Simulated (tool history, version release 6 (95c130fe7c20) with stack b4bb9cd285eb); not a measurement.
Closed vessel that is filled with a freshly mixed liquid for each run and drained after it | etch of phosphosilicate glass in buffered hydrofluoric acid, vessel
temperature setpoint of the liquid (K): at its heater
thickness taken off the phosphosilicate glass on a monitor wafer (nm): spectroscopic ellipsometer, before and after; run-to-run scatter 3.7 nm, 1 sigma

run	hour	temperature setpoint of the liquid (K)	parts of 40 % ammonium fluoride to one part of 49 % hydrofluoric acid (parts by volume)	time in the liquid (s)	thickness taken off the phosphosilicate glass on a monitor wafer (nm)
1	0	296.15	12	95	461.95
2	0.6	298.65	11.5	95	548.86
3	4.6	300.15	11	95	618.51
4	8.5	301.65	11	95	672.5
5	17.2	302.15	10.5	95	725.72
6	22.1	302.15	7	95	1063.4
7	26.2	300.65	7	95	969.62

The next listed run, before its measurement:
8	31.6	299.65	7	95	?

{"run 8": {"thickness taken off the phosphosilicate glass on a monitor wafer (nm)": 931.64}}

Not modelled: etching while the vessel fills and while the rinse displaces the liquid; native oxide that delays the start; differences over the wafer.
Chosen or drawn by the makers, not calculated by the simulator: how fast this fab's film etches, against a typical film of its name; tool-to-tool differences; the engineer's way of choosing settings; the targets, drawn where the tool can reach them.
